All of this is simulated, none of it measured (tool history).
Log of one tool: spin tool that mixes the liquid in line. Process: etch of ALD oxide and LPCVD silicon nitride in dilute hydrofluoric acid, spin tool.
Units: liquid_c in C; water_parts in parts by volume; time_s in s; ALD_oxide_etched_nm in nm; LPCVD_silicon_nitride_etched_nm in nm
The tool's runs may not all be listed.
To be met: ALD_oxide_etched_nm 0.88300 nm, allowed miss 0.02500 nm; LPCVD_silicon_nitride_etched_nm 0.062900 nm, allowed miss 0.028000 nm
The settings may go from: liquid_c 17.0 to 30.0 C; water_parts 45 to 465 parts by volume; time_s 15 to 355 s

run	hour	liquid_c	water_parts	time_s	ALD_oxide_etched_nm	LPCVD_silicon_nitride_etched_nm
1	0.0	22.0	255	180	4.99530	0.268870
2	7.3	21.0	305	155	3.31560	0.203300
3	9.1	20.0	345	135	2.30920	0.125430
4	11.6	19.5	375	120	1.81380	0.128310
5	20.7	19.5	465	120	1.37510	0.096659
6	29.5	19.0	465	110	1.26520	0.104680
7	34.1	17.0	465	50	0.52627	0.026514
8	40.6	18.0	465	50	0.55354	0.039817
9	43.0	19.0	440	50	0.62051	0.036110
10	45.1	21.0	435	50	0.66095	0.039688
11	47.0	21.0	435	50	0.66284	0.046651
12	51.4	21.0	435	50	0.65865	0.042781
13	58.1	22.5	420	50	0.73143	0.047314
14	63.9	24.0	415	50	0.77936	0.059457

Which of these 4 next moves meets every target?
A	69.7	22.5	415	60	?	?
B	69.7	22.0	345	50	?	?
C	69.7	30.0	465	40	?	?
D	69.7	21.0	360	55	?	?

move	ALD_oxide_etched_nm	LPCVD_silicon_nitride_etched_nm
A	0.89038	0.048974
B	0.93311	0.047440
C	0.63977	0.044677
D	0.93748	0.047075
A: meets every target
B: takes the result that was furthest off past its target
C: further off than the last run
D: takes the result that was furthest off past its target
Move A is the one to make.
